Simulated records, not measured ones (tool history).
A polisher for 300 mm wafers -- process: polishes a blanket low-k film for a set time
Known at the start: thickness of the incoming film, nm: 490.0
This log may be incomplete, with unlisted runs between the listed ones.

run	hour	flow of slurry (ml/min)	pressure of the wafer on the pad (kPa)	speed of the pad under the wafer (cm/s)	abrasive content of the slurry	polishing time (s)	film removed (Å)
1	0	290	9.7	90	1	40	108.32
2	2.4	290	9.7	90	0.9	40	98.772
3	7.3	240	9.7	90	0.9	40	98.149
4	15.4	240	9.7	90	0.9	35	85.576
5	23.2	240	11	90	0.9	35	99.203
6	28.1	255	11.7	90	0.9	35	104.95
7	36.2	260	12.4	90	0.9	35	111.62

Run 8, settings as shown, results not yet in. Your forecast:
8	41.6	265	13.1	90	0.9	35	?

film removed (Å): 117.33
